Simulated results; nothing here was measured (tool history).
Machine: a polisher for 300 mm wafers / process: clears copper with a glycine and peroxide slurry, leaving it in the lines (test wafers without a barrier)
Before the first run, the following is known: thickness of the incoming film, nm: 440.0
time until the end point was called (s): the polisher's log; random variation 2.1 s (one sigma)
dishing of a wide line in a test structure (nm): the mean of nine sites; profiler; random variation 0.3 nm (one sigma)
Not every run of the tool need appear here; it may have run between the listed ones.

run,hour,flow of slurry (ml/min),pressure of the wafer on the pad (psi),speed of the pad under the wafer (cm/s),overpolish time after the end point (s),time until the end point was called (s),dishing of a wide line in a test structure (nm)
1,0.0,290,3.1,76,14,115.25,16.255
2,3.3,325,3.1,76,14,109.22,16.563
3,4.1,370,3.1,76,14,110.78,16.758
4,5.6,365,2.9,76,13,116.80,17.208
5,10.1,340,2.9,74,12,117.74,16.292
6,17.8,325,2.8,74,11,121.99,15.372

Run 7, settings as shown, results not yet in. Your forecast:
7,23.4,325,2.8,74,11,?,?

{"run 7": {"time until the end point was called (s)": 122.4, "dishing of a wide line in a test structure (nm)": 15.258}}

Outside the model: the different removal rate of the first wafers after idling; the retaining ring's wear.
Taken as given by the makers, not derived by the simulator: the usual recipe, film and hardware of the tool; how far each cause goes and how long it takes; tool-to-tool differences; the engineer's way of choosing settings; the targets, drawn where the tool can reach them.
